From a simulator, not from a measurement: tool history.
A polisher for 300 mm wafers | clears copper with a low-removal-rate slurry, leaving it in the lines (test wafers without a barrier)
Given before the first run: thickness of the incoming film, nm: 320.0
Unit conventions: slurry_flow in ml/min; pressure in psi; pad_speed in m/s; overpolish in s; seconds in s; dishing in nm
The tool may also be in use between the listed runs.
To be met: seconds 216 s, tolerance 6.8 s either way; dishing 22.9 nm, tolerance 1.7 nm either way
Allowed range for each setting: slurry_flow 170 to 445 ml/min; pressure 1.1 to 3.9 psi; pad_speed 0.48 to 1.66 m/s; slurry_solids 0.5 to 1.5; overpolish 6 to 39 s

| run | hour | slurry_flow | pressure | pad_speed | slurry_solids | overpolish | seconds | dishing |
|---|---|---|---|---|---|---|---|---|
| 1 | 0 | 285 | 2.5 | 1.06 | 1 | 20 | 147.07 | 27.883 |
| 2 | 5.8 | 285 | 2.5 | 1.06 | 1 | 13 | 146.42 | 19.659 |
| 3 | 13.4 | 285 | 2.3 | 1.06 | 1 | 16 | 158.64 | 20.937 |
| 4 | 20.3 | 285 | 2.7 | 1.06 | 1 | 16 | 135.32 | 24.772 |
| 5 | 29 | 285 | 2.7 | 1.06 | 1 | 11 | 137.25 | 17.988 |
| 6 | 32.4 | 285 | 2.7 | 0.96 | 1 | 11 | 148.61 | 16.271 |
| 7 | 34.8 | 265 | 2 | 0.98 | 0.95 | 21 | 196.14 | 22.495 |
| 8 | 41.7 | 265 | 1.9 | 0.98 | 0.95 | 21 | 209.16 | 20.413 |
| 9 | 44.3 | 265 | 1.9 | 0.98 | 0.95 | 22 | 207.96 | 21.878 |
| 10 | 45.7 | 260 | 1.9 | 0.98 | 0.95 | 23 | 207.44 | 22.684 |

Next run, 5 choices. One meets every target within its allowed miss, the rest don't. Which?
| A | 47.1 | 235 | 2 | 0.9 | 1 | 20 | ? | ? |
| B | 47.1 | 210 | 1.8 | 1.12 | 1.1 | 23 | ? | ? |
| C | 47.1 | 315 | 1.5 | 1.06 | 1 | 26 | ? | ? |
| D | 47.1 | 295 | 2.7 | 0.76 | 0.7 | 20 | ? | ? |
| E | 47.1 | 305 | 1.7 | 1.08 | 0.85 | 25 | ? | ? |

| move | seconds | dishing |
|---|---|---|
| A | 216.38 | 19.543 |
| B | 192.05 | 23.914 |
| C | 237.95 | 21.925 |
| D | 199.48 | 21.27 |
| E | 214.14 | 23.334 |
A: brings the result that was furthest off to its target, and leaves another outside
B: misses by more than the last run did
C: takes the biggest miss from the last run beyond its target
D: misses by more than the last run did
E: meets every target
E is the move that brings every result within its allowed miss.

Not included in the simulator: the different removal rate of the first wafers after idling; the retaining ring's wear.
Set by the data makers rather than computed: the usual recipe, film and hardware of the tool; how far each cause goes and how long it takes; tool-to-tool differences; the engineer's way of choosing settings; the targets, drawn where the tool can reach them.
